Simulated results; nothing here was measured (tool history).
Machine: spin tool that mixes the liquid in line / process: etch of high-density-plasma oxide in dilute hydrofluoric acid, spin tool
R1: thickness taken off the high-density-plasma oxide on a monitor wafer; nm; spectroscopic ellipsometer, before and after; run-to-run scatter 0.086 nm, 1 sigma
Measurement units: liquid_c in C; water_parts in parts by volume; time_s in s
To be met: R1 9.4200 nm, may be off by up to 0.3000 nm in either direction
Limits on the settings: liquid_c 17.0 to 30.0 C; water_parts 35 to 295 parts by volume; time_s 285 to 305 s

Run 1, hour 0.0: liquid_c 22.0 C, water_parts 165 parts by volume, time_s 285 s. Result: R1 12.7120 nm.
Run 2, hour 6.0: liquid_c 21.5 C, water_parts 165 parts by volume, time_s 285 s. Result: R1 12.4910 nm.
Run 3, hour 10.9: liquid_c 21.5 C, water_parts 165 parts by volume, time_s 285 s. Result: R1 12.6280 nm.
Run 4, hour 18.7: liquid_c 21.0 C, water_parts 165 parts by volume, time_s 285 s. Result: R1 12.0930 nm.
Run 5, hour 26.8: liquid_c 20.5 C, water_parts 165 parts by volume, time_s 285 s. Result: R1 11.9300 nm.
Run 6, hour 32.0: liquid_c 20.0 C, water_parts 165 parts by volume, time_s 285 s. Result: R1 11.5550 nm.
Run 7, hour 33.0: liquid_c 19.5 C, water_parts 165 parts by volume, time_s 285 s. Result: R1 11.3540 nm.
Run 8, hour 40.4: liquid_c 19.0 C, water_parts 165 parts by volume, time_s 285 s. Result: R1 11.1300 nm.
Run 9, hour 42.4: liquid_c 18.0 C, water_parts 170 parts by volume, time_s 285 s. Result: R1 10.1800 nm.
Run 10, hour 47.7: liquid_c 17.5 C, water_parts 175 parts by volume, time_s 285 s. Result: R1 9.8755 nm.

Exactly one of the 4 candidate moves below puts every result within its allowed miss. Which one?
Run A, hour 53.0: liquid_c 17.5 C, water_parts 180 parts by volume, time_s 305 s. Result: R1 ?.
Run B, hour 53.0: liquid_c 19.0 C, water_parts 180 parts by volume, time_s 305 s. Result: R1 ?.
Run C, hour 53.0: liquid_c 17.0 C, water_parts 180 parts by volume, time_s 290 s. Result: R1 ?.
Run D, hour 53.0: liquid_c 17.5 C, water_parts 175 parts by volume, time_s 305 s. Result: R1 ?.

move       R1
   A  10.1500
   B  10.7750
   C   9.4588
   D  10.4900
A: moves away from the targets compared with the last run
B: moves away from the targets compared with the last run
C: hits every target within its allowed miss
D: moves away from the targets compared with the last run
The move that meets every target is C.
